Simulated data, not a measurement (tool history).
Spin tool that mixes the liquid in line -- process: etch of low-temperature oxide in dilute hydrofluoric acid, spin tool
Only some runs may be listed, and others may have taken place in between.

| run | hour | temperature setpoint of the liquid (K) | parts of water to one part of 49 % hydrofluoric acid (parts by volume) | time under the liquid (s) | thickness taken off the low-temperature oxide on a monitor wafer (angstrom) |
|---|---|---|---|---|---|
| 1 | 0.0 | 295.15 | 110 | 150 | 388.71 |
| 2 | 7.8 | 296.15 | 105 | 150 | 423.60 |
| 3 | 10.1 | 293.15 | 105 | 150 | 381.11 |
| 4 | 18.2 | 294.15 | 100 | 150 | 419.44 |
| 5 | 20.2 | 295.15 | 95 | 150 | 458.14 |
| 6 | 21.4 | 296.15 | 95 | 150 | 477.75 |
| 7 | 26.5 | 296.65 | 95 | 150 | 488.86 |
| 8 | 29.4 | 297.15 | 95 | 150 | 493.57 |
| 9 | 36.7 | 297.65 | 95 | 150 | 507.89 |
| 10 | 37.8 | 298.15 | 95 | 150 | 513.94 |
| 11 | 41.3 | 298.65 | 95 | 150 | 524.67 |
| 12 | 47.5 | 299.15 | 95 | 150 | 535.81 |
| 13 | 56.2 | 299.65 | 95 | 150 | 545.51 |
| 14 | 62.9 | 300.15 | 95 | 150 | 560.31 |
| 15 | 68.1 | 300.65 | 95 | 150 | 566.69 |

Estimate the outcome of run 16 from the log above:
| 16 | 74.7 | 301.15 | 95 | 150 | ? |

thickness taken off the low-temperature oxide on a monitor wafer (angstrom): 578.56

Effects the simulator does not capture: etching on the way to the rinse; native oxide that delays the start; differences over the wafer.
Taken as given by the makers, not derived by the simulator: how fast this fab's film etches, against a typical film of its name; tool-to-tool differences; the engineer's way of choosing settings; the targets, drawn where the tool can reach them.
